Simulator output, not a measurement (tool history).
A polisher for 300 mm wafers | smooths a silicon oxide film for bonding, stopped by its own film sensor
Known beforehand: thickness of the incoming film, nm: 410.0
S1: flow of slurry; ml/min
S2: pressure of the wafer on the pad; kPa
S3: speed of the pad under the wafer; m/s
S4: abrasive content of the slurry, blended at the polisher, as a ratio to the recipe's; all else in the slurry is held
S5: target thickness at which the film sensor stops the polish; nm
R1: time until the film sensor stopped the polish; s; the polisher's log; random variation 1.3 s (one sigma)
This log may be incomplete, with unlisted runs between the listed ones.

run 1 hour=0.0 | S1=165 S2=18.6 S3=0.82 S4=1.0 S5=346 | R1=75.611
run 2 hour=1.8 | S1=165 S2=17.9 S3=0.82 S4=1.0 S5=346 | R1=78.160
run 3 hour=10.1 | S1=165 S2=22.1 S3=0.82 S4=1.0 S5=346 | R1=65.527
run 4 hour=12.1 | S1=165 S2=22.1 S3=0.82 S4=0.9 S5=346 | R1=69.727
run 5 hour=17.2 | S1=165 S2=22.1 S3=0.82 S4=0.7 S5=346 | R1=77.866
run 6 hour=22.3 | S1=165 S2=22.1 S3=0.82 S4=0.7 S5=352 | R1=71.182

For run 7, what comes out?
run 7 hour=25.5 | S1=165 S2=21.4 S3=0.82 S4=0.7 S5=352 | R1=?

R1: 72.610 s
